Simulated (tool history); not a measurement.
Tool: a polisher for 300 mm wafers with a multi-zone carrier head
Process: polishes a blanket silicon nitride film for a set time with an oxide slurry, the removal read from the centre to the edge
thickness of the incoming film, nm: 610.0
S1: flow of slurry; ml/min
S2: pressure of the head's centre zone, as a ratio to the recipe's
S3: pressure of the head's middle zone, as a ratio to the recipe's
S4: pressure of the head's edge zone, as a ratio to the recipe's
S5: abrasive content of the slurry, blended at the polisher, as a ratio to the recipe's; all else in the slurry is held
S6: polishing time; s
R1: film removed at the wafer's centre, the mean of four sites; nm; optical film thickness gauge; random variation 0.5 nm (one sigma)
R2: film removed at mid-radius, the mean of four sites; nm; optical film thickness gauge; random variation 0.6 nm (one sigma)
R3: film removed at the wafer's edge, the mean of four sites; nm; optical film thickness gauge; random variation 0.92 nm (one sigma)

Run 1, day 0.000: S1 280 ml/min, S2 1.00, S3 1.00, S4 1.00, S5 1.00, S6 80 s. Result: R1 84.071 nm, R2 85.573 nm, R3 84.555 nm.
Run 2, day 0.029: S1 280 ml/min, S2 1.00, S3 1.03, S4 1.00, S5 1.00, S6 80 s. Result: R1 83.293 nm, R2 87.751 nm, R3 85.123 nm.
Run 3, day 0.221: S1 275 ml/min, S2 0.99, S3 1.01, S4 1.00, S5 0.95, S6 80 s. Result: R1 82.202 nm, R2 86.836 nm, R3 84.835 nm.
Run 4, day 0.525: S1 225 ml/min, S2 0.99, S3 1.01, S4 1.00, S5 0.95, S6 80 s. Result: R1 80.411 nm, R2 85.414 nm, R3 83.410 nm.
Run 5, day 0.704: S1 225 ml/min, S2 0.99, S3 1.01, S4 1.00, S5 1.10, S6 80 s. Result: R1 84.353 nm, R2 88.939 nm, R3 86.988 nm.
Run 6, day 1.050: S1 230 ml/min, S2 0.99, S3 0.99, S4 1.00, S5 1.05, S6 79 s. Result: R1 81.787 nm, R2 86.455 nm, R3 84.885 nm.
Run 7, day 1.225: S1 235 ml/min, S2 0.99, S3 0.98, S4 1.01, S5 1.00, S6 77 s. Result: R1 79.577 nm, R2 79.475 nm, R3 84.116 nm.

Forecast run 8:
Run 8, day 1.433: S1 210 ml/min, S2 0.93, S3 0.91, S4 0.91, S5 0.75, S6 74 s. Result: R1 ?, R2 ?, R3 ?.

{"run 8": {"R1": 64.587, "R2": 66.481, "R3": 67.54}}
